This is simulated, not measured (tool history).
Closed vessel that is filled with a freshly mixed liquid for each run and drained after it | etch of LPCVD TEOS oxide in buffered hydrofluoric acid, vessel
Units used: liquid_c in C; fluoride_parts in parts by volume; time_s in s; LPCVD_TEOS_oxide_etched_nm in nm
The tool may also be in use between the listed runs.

Run 1, hour 0: liquid_c 25 C, fluoride_parts 11.5 parts by volume, time_s 100 s. Result: LPCVD_TEOS_oxide_etched_nm 227.93 nm.
Run 2, hour 6.1: liquid_c 24 C, fluoride_parts 11.5 parts by volume, time_s 100 s. Result: LPCVD_TEOS_oxide_etched_nm 215.65 nm.
Run 3, hour 15: liquid_c 23.5 C, fluoride_parts 11.5 parts by volume, time_s 100 s. Result: LPCVD_TEOS_oxide_etched_nm 208.41 nm.
Run 4, hour 23.5: liquid_c 23.5 C, fluoride_parts 8.5 parts by volume, time_s 100 s. Result: LPCVD_TEOS_oxide_etched_nm 272.14 nm.
Run 5, hour 25.5: liquid_c 23.5 C, fluoride_parts 8.5 parts by volume, time_s 105 s. Result: LPCVD_TEOS_oxide_etched_nm 288.79 nm.
Run 6, hour 34.1: liquid_c 22.5 C, fluoride_parts 9 parts by volume, time_s 105 s. Result: LPCVD_TEOS_oxide_etched_nm 249.25 nm.
Run 7, hour 42.4: liquid_c 18.5 C, fluoride_parts 9 parts by volume, time_s 105 s. Result: LPCVD_TEOS_oxide_etched_nm 203.44 nm.

Run 8 has not been measured yet. What should we expect?
Run 8, hour 49.2: liquid_c 17.5 C, fluoride_parts 9.5 parts by volume, time_s 105 s. Result: LPCVD_TEOS_oxide_etched_nm ?.

Run 8 produced LPCVD_TEOS_oxide_etched_nm 189.07 nm.
